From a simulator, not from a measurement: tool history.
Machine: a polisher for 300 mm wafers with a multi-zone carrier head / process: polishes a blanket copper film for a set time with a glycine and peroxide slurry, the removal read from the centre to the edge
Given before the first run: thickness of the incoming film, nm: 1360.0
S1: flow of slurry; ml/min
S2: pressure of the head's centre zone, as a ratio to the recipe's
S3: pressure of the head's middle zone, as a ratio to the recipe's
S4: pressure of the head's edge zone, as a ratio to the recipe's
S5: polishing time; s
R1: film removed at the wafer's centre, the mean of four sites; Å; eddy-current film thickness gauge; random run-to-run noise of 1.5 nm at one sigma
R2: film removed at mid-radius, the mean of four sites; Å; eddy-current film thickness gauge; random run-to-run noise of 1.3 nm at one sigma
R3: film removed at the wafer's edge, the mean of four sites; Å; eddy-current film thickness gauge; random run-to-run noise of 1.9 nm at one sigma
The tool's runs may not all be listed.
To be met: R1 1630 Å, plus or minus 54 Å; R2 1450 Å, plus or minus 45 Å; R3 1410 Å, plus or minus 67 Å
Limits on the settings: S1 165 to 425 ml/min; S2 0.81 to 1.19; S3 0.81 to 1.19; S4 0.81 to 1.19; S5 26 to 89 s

{"run": 1, "hour": 0.0, "S1": 275, "S2": 1, "S3": 1, "S4": 1, "S5": 57, "R1": 1885.8, "R2": 1911.3, "R3": 1911.9}
{"run": 2, "hour": 1.1, "S1": 275, "S2": 1.01, "S3": 0.99, "S4": 0.97, "S5": 54, "R1": 1760.4, "R2": 1808.9, "R3": 1820.2}
{"run": 3, "hour": 9.9, "S1": 275, "S2": 1.01, "S3": 0.99, "S4": 0.97, "S5": 45, "R1": 1514.2, "R2": 1527.2, "R3": 1510}
{"run": 4, "hour": 14.3, "S1": 280, "S2": 1.04, "S3": 0.99, "S4": 0.96, "S5": 44, "R1": 1488.6, "R2": 1449.3, "R3": 1500.9}
{"run": 5, "hour": 16.8, "S1": 280, "S2": 1.04, "S3": 0.99, "S4": 0.9, "S5": 44, "R1": 1508.3, "R2": 1459.2, "R3": 1417.3}
{"run": 6, "hour": 17.7, "S1": 280, "S2": 1.04, "S3": 0.99, "S4": 0.84, "S5": 44, "R1": 1505.2, "R2": 1481.6, "R3": 1413.7}
{"run": 7, "hour": 24.1, "S1": 285, "S2": 1.06, "S3": 0.99, "S4": 0.84, "S5": 44, "R1": 1568.6, "R2": 1459.6, "R3": 1392.5}
{"run": 8, "hour": 26.9, "S1": 290, "S2": 1.07, "S3": 0.99, "S4": 0.85, "S5": 44, "R1": 1564.3, "R2": 1472.6, "R3": 1435.8}
{"run": 9, "hour": 29.6, "S1": 290, "S2": 1.08, "S3": 0.99, "S4": 0.84, "S5": 44, "R1": 1599.8, "R2": 1474.1, "R3": 1399.4}

Exercise: of the 5 proposed moves below, exactly one satisfies all targets within the stated allowed misses. Which move is it?
{"run": "A", "hour": 32.3, "S1": 295, "S2": 1.09, "S3": 1.02, "S4": 0.89, "S5": 45, "R1": "?", "R2": "?", "R3": "?"}
{"run": "B", "hour": 32.3, "S1": 195, "S2": 1.14, "S3": 0.98, "S4": 0.84, "S5": 46, "R1": "?", "R2": "?", "R3": "?"}
{"run": "C", "hour": 32.3, "S1": 270, "S2": 1.01, "S3": 0.98, "S4": 0.88, "S5": 45, "R1": "?", "R2": "?", "R3": "?"}
{"run": "D", "hour": 32.3, "S1": 285, "S2": 1.07, "S3": 1, "S4": 0.81, "S5": 44, "R1": "?", "R2": "?", "R3": "?"}
{"run": "E", "hour": 32.3, "S1": 315, "S2": 1.05, "S3": 0.97, "S4": 0.86, "S5": 43, "R1": "?", "R2": "?", "R3": "?"}

move=A R1=1619.9 R2=1515.8 R3=1448
move=B R1=1625.3 R2=1428.4 R3=1391.4
move=C R1=1483.4 R2=1465.6 R3=1432.1
move=D R1=1548 R2=1459.2 R3=1368
move=E R1=1501.5 R2=1415 R3=1375.2
A: puts the biggest miss on target and leaves a different result outside tolerance
B: all results land within tolerance of their targets
C: its largest miss is bigger than the last run's
D: its largest miss is bigger than the last run's
E: its largest miss is bigger than the last run's
Go with B: it meets all targets.
